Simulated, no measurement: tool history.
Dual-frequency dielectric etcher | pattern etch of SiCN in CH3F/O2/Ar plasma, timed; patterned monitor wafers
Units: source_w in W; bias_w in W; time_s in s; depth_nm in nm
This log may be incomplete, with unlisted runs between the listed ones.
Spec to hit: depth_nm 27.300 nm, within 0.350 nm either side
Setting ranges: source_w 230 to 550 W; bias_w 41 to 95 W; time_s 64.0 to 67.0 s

Run 1, day 0.000: source_w 390 W, bias_w 68 W, time_s 64.0 s. Result: depth_nm 25.044 nm.
Run 2, day 0.200: source_w 400 W, bias_w 68 W, time_s 64.0 s. Result: depth_nm 25.168 nm.
Run 3, day 0.408: source_w 410 W, bias_w 68 W, time_s 64.0 s. Result: depth_nm 25.493 nm.
Run 4, day 0.742: source_w 420 W, bias_w 68 W, time_s 64.0 s. Result: depth_nm 25.528 nm.
Run 5, day 0.879: source_w 420 W, bias_w 68 W, time_s 67.0 s. Result: depth_nm 26.975 nm.
Run 6, day 1.038: source_w 420 W, bias_w 68 W, time_s 64.0 s. Result: depth_nm 25.556 nm.
Run 7, day 1.358: source_w 420 W, bias_w 68 W, time_s 64.0 s. Result: depth_nm 25.681 nm.
Run 8, day 1.467: source_w 430 W, bias_w 68 W, time_s 64.0 s. Result: depth_nm 25.596 nm.
Run 9, day 1.621: source_w 440 W, bias_w 68 W, time_s 64.0 s. Result: depth_nm 26.182 nm.

Next run, 5 choices. One meets every target within its allowed miss, the rest don't. Which?
Run A, day 1.775: source_w 430 W, bias_w 68 W, time_s 65.5 s. Result: depth_nm ?.
Run B, day 1.775: source_w 440 W, bias_w 59 W, time_s 66.5 s. Result: depth_nm ?.
Run C, day 1.775: source_w 490 W, bias_w 70 W, time_s 64.5 s. Result: depth_nm ?.
Run D, day 1.775: source_w 460 W, bias_w 64 W, time_s 65.0 s. Result: depth_nm ?.
Run E, day 1.775: source_w 460 W, bias_w 68 W, time_s 64.5 s. Result: depth_nm ?.

move  depth_nm
   A    26.532
   B    25.252
   C    27.558
   D    26.061
   E    26.655
A: closer than the last run, but not yet in spec
B: misses by more than the last run did
C: every result lands within tolerance
D: misses by more than the last run did
E: closer than the last run, but not yet in spec
C is the move that brings every result within its allowed miss.
